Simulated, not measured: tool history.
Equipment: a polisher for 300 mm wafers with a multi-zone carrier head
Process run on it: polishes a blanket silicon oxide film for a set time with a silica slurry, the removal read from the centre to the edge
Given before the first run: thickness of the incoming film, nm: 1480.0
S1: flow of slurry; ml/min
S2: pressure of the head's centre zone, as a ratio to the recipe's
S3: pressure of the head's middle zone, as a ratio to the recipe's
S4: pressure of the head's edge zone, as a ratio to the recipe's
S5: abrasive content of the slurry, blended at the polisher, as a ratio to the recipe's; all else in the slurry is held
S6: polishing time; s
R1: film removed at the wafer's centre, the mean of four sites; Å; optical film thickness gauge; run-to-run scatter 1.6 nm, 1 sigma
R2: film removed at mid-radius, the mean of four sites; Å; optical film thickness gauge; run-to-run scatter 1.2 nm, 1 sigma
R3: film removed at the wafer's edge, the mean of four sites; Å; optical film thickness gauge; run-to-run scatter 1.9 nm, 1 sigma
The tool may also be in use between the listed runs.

run  hour   S1    S2    S3    S4    S5  S6      R1      R2      R3
  1   0.0  170  1.00  1.00  1.00  1.00  34  2102.3  2017.9  2012.6
  2   3.4  170  1.00  1.00  1.00  1.15  34  2191.2  2099.3  2127.7
  3   4.8  165  0.99  0.97  1.00  1.05  34  2119.5  1981.5  2038.9
  4  10.5  165  0.94  0.97  1.00  1.05  34  2025.4  2039.8  2064.3
  5  12.1  160  0.94  0.95  1.01  0.95  34  1976.7  1870.0  2006.8
  6  16.1  160  0.94  0.92  1.01  0.95  34  1933.5  1850.8  1988.6
  7  19.3  155  0.94  0.91  1.00  0.90  34  1857.7  1760.8  1953.7

For run 8, what comes out?
  8  26.8  155  0.95  0.90  0.98  0.85  34   ?   ?   ?

{"run 8": {"R1": 1839.5, "R2": 1694.7, "R3": 1822.4}}
